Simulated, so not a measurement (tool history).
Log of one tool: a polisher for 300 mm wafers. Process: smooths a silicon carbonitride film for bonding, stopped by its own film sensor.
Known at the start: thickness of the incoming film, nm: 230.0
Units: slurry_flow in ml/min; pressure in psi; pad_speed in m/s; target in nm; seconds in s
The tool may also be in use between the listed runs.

run 1 hour=0 | slurry_flow=235 pressure=1.6 pad_speed=1.06 slurry_solids=1 target=222 | seconds=42.441
run 2 hour=4.1 | slurry_flow=235 pressure=1.6 pad_speed=1.06 slurry_solids=1 target=222 | seconds=42.938
run 3 hour=7.9 | slurry_flow=235 pressure=1.6 pad_speed=1.22 slurry_solids=1 target=222 | seconds=37.828
run 4 hour=15.2 | slurry_flow=235 pressure=1.6 pad_speed=1.22 slurry_solids=0.9 target=222 | seconds=39.422
run 5 hour=17.1 | slurry_flow=235 pressure=1.4 pad_speed=1.22 slurry_solids=0.9 target=222 | seconds=45.041
run 6 hour=21.7 | slurry_flow=235 pressure=1.4 pad_speed=0.96 slurry_solids=0.9 target=222 | seconds=55.243
run 7 hour=27.1 | slurry_flow=235 pressure=1.6 pad_speed=0.96 slurry_solids=0.9 target=222 | seconds=47.581
run 8 hour=27.8 | slurry_flow=235 pressure=1.7 pad_speed=0.96 slurry_solids=0.9 target=222 | seconds=46.32

Run 9 comes next. What will it give?
run 9 hour=36.4 | slurry_flow=235 pressure=1.8 pad_speed=0.98 slurry_solids=0.9 target=222 | seconds=?

seconds: 42.908 s
